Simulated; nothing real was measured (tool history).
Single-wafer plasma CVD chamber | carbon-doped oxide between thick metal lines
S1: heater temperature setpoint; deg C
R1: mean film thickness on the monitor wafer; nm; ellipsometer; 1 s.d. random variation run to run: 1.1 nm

Run 1, hour 0.0: S1 350 deg C, chamber pressure (mTorr) 3980, RF power (kW) 0.375, deposition time (s) 90. Result: R1 326.30 nm.
Run 2, hour 0.7: S1 341 deg C, chamber pressure (mTorr) 3980, RF power (kW) 0.375, deposition time (s) 90. Result: R1 335.49 nm.
Run 3, hour 4.4: S1 341 deg C, chamber pressure (mTorr) 3980, RF power (kW) 0.345, deposition time (s) 90. Result: R1 315.57 nm.
Run 4, hour 11.5: S1 341 deg C, chamber pressure (mTorr) 3980, RF power (kW) 0.325, deposition time (s) 90. Result: R1 300.24 nm.
Run 5, hour 18.9: S1 331 deg C, chamber pressure (mTorr) 3980, RF power (kW) 0.325, deposition time (s) 90. Result: R1 312.21 nm.
Run 6, hour 23.0: S1 331 deg C, chamber pressure (mTorr) 4350, RF power (kW) 0.325, deposition time (s) 90. Result: R1 316.07 nm.
Run 7, hour 31.1: S1 335 deg C, chamber pressure (mTorr) 4110, RF power (kW) 0.320, deposition time (s) 90. Result: R1 305.34 nm.
Run 8, hour 33.9: S1 338 deg C, chamber pressure (mTorr) 3940, RF power (kW) 0.315, deposition time (s) 90. Result: R1 296.64 nm.
Run 9, hour 41.7: S1 340 deg C, chamber pressure (mTorr) 3810, RF power (kW) 0.310, deposition time (s) 90. Result: R1 290.64 nm.
At hour 43.7: RF generator calibrated.
Run 10, hour 43.7: S1 341 deg C, chamber pressure (mTorr) 3720, RF power (kW) 0.305, deposition time (s) 90. Result: R1 302.62 nm.

Estimate the outcome of run 11 from the log above:
Run 11, hour 46.5: S1 341 deg C, chamber pressure (mTorr) 3720, RF power (kW) 0.305, deposition time (s) 90. Result: R1 ?.

R1: 302.67 nm
